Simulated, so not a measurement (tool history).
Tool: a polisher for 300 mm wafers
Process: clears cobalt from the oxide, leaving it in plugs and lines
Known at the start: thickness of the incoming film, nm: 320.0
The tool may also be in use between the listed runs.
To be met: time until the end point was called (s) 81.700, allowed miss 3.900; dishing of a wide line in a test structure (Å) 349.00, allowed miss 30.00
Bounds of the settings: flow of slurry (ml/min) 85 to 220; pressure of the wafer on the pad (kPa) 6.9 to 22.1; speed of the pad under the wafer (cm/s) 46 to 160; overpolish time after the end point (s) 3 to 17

run,hour,flow of slurry (ml/min),pressure of the wafer on the pad (kPa),speed of the pad under the wafer (cm/s),overpolish time after the end point (s),time until the end point was called (s),dishing of a wide line in a test structure (Å)
1,0.0,140,14.5,102,9,64.442,311.03
2,8.1,140,14.5,102,12,64.002,390.34
3,9.6,140,12.4,102,12,74.446,347.47
4,16.5,140,14.5,102,12,64.202,401.43
5,25.3,140,14.5,102,9,64.306,324.21
6,33.4,165,14.5,102,9,61.435,343.89
7,38.0,130,10.3,100,13,94.152,329.81
8,44.7,135,10.3,100,13,92.194,330.42
# hour 52.2: slurry nozzle cleaned
9,52.2,160,11.7,100,13,68.585,397.74
10,56.9,155,11.7,100,13,69.413,406.85
11,59.3,150,11.7,100,13,68.840,394.67
12,61.5,140,11.7,100,13,71.757,398.09
13,62.7,130,11.7,100,13,71.404,395.88
14,70.3,130,11.0,100,13,75.705,373.06

Which of these 4 next moves meets every target?
A,77.9,165,10.3,106,13,?,?
B,77.9,140,13.1,96,11,?,?
C,77.9,125,9.7,104,13,?,?
D,77.9,135,11.7,102,12,?,?

move,time until the end point was called (s),dishing of a wide line in a test structure (Å)
A,72.835,393.40
B,65.845,374.99
C,83.762,355.71
D,69.648,383.48
A: further off than the last run
B: further off than the last run
C: meets every target
D: further off than the last run
The right move is C.

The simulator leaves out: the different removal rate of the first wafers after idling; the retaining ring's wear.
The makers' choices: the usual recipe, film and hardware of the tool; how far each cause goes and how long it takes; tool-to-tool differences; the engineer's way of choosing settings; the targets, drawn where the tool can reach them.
